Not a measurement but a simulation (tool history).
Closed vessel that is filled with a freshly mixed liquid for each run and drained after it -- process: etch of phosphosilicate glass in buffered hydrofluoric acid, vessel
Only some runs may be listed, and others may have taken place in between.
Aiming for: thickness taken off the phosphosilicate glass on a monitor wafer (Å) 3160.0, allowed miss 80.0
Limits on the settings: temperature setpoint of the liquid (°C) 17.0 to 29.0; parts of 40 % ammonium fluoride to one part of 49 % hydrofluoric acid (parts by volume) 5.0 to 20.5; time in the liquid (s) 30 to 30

run    day  temperature setpoint of the liquid (°C)  parts of 40 % ammonium fluoride to one part of 49 % hydrofluoric acid (parts by volume)  time in the liquid (s)  thickness taken off the phosphosilicate glass on a monitor wafer (Å)
  1  0.000                                     21.0                                                                                     12.5                      30                                                                1341.9
  2  0.188                                     21.0                                                                                      9.5                      30                                                                1696.9
  3  0.479                                     21.0                                                                                      9.5                      30                                                                1710.6
  4  0.733                                     21.0                                                                                      9.5                      30                                                                1734.5
  5  1.004                                     17.5                                                                                      9.5                      30                                                                1396.6
  6  1.221                                     17.0                                                                                      9.5                      30                                                                1359.7
  7  1.433                                     19.0                                                                                      9.0                      30                                                                1591.3
  8  1.533                                     20.5                                                                                      8.5                      30                                                                1815.4
  9  1.879                                     22.0                                                                                      8.5                      30                                                                1999.9
 10  2.092                                     23.0                                                                                      8.5                      30                                                                2107.7

Which of these 4 next moves meets every target?
  A  2.304                                     21.5                                                                                      5.0                      30                                                                     ?
  B  2.304                                     22.5                                                                                      5.0                      30                                                                     ?
  C  2.304                                     23.5                                                                                     12.5                      30                                                                     ?
  D  2.304                                     20.5                                                                                      5.0                      30                                                                     ?

move  thickness taken off the phosphosilicate glass on a monitor wafer (Å)
   A                                                                3164.1
   B                                                                3343.3
   C                                                                1518.7
   D                                                                2993.4
A: every result within its allowed miss
B: takes the biggest miss from the last run beyond its target
C: misses by more than the last run did
D: nearer than the last run, and not there yet
Correct choice: A, which meets every target

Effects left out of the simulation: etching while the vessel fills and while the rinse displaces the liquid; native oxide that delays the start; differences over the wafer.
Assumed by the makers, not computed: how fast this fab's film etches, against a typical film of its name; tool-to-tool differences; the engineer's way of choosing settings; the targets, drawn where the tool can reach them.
